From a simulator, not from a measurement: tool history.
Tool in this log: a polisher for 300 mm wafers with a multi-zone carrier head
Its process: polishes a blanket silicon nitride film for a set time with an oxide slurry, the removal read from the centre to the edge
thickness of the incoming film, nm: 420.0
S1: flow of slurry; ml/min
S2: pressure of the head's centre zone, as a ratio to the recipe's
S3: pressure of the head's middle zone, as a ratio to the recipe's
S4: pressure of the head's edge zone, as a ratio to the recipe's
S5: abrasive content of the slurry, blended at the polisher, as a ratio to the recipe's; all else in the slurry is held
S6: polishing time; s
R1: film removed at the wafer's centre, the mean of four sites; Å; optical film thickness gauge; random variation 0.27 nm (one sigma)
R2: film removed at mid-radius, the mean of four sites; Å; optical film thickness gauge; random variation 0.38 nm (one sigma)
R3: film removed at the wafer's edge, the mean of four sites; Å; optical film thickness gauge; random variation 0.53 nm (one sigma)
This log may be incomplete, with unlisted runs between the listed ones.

run,hour,S1,S2,S3,S4,S5,S6,R1,R2,R3
1,0.0,235,1.00,1.00,1.00,1.0,80,351.45,354.63,331.79
2,6.8,235,1.00,1.00,1.00,1.2,80,373.43,376.50,353.76
3,10.7,235,1.00,1.08,1.00,1.2,80,374.14,391.64,359.33
4,17.0,200,1.00,1.08,1.00,1.2,80,366.54,400.23,354.68
5,24.2,210,0.95,1.04,1.04,1.2,80,351.58,377.79,356.75
6,28.8,200,0.92,1.03,1.08,1.2,80,341.54,386.17,367.93

Expected results for the next run?
7,35.7,195,0.89,1.00,1.11,1.2,80,?,?,?

{"run 7": {"R1": 330.47, "R2": 375.5, "R3": 365.78}}
